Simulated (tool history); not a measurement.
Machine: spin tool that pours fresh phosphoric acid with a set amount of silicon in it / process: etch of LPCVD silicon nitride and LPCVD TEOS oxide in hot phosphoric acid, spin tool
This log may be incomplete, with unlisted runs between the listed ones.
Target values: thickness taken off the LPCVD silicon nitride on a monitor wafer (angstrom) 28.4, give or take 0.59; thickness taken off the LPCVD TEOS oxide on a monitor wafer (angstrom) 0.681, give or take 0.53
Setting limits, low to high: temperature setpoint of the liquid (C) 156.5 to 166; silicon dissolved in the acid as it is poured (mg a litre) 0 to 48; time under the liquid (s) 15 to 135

| run | hour | temperature setpoint of the liquid (C) | silicon dissolved in the acid as it is poured (mg a litre) | time under the liquid (s) | thickness taken off the LPCVD silicon nitride on a monitor wafer (angstrom) | thickness taken off the LPCVD TEOS oxide on a monitor wafer (angstrom) |
|---|---|---|---|---|---|---|
| 1 | 0 | 161 | 21 | 70 | 51.68 | 1.1346 |
| 2 | 6.3 | 159 | 21 | 70 | 48.273 | 1.2583 |
| 3 | 7 | 157.5 | 21 | 70 | 45.711 | 0.63272 |
| 4 | 13 | 157.5 | 17 | 60 | 38.9 | 0.54856 |
| 5 | 21.1 | 157.5 | 13 | 55 | 35.799 | 0.81964 |
| 6 | 28.1 | 157.5 | 13 | 70 | 45.913 | 1.0782 |
| 7 | 28.8 | 157.5 | 11.5 | 65 | 42.513 | 1.1351 |
| 8 | 34.8 | 156.5 | 16 | 35 | 22.212 | 0.59849 |
| 9 | 43 | 157.5 | 18.5 | 35 | 23.025 | 0.52513 |
| 10 | 43.6 | 158.5 | 20 | 35 | 23.794 | 0.37709 |
| 11 | 51.1 | 159.5 | 17.5 | 35 | 24.299 | 0.45904 |
| 12 | 57.8 | 160.5 | 15.5 | 35 | 25.323 | 0.87127 |
| 13 | 64.4 | 161 | 18 | 35 | 25.76 | 0.65033 |
| 14 | 69.5 | 161 | 18 | 35 | 25.795 | 0.51357 |
| 15 | 77.9 | 161.5 | 17.5 | 35 | 26.121 | 0.56224 |

Which of these 4 next moves meets every target?
| A | 86.3 | 162 | 19 | 40 | ? | ? |
| B | 86.3 | 162.5 | 18.5 | 35 | ? | ? |
| C | 86.3 | 163 | 18.5 | 35 | ? | ? |
| D | 86.3 | 156.5 | 11.5 | 45 | ? | ? |

| move | thickness taken off the LPCVD silicon nitride on a monitor wafer (angstrom) | thickness taken off the LPCVD TEOS oxide on a monitor wafer (angstrom) |
|---|---|---|
| A | 30.515 | 0.69465 |
| B | 27.148 | 0.63928 |
| C | 27.602 | 0.6631 |
| D | 28.52 | 0.62733 |
A: takes the biggest miss from the last run beyond its target
B: gains on the last run, yet a result remains outside its allowed miss
C: gains on the last run, yet a result remains outside its allowed miss
D: every result lands within tolerance
The move that meets every target is D.
